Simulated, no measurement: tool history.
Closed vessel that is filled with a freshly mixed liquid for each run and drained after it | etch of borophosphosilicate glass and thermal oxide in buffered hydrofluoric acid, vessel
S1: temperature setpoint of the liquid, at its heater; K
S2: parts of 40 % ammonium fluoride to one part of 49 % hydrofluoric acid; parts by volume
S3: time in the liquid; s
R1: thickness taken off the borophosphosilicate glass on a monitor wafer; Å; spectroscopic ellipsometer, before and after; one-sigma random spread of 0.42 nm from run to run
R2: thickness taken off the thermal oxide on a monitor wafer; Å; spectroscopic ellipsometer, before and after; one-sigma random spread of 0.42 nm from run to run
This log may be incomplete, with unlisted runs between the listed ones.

run  hour      S1    S2  S3      R1      R2
  1   0.0  298.15  24.0  60  522.79  349.71
  2   7.1  298.65  24.0  60  535.17  355.74
  3   9.5  298.65  18.5  60  661.66  437.39
  4  11.9  298.65  25.0  60  518.01  348.69
  5  14.2  300.65  25.0  60  582.30  395.77
  6  18.3  300.65  25.0  50  484.12  327.92

Estimate the outcome of run 7 from the log above:
  7  22.9  301.15  25.0  50   ?   ?

Logged for run 7: R1 493.48 Å, R2 339.47 Å.

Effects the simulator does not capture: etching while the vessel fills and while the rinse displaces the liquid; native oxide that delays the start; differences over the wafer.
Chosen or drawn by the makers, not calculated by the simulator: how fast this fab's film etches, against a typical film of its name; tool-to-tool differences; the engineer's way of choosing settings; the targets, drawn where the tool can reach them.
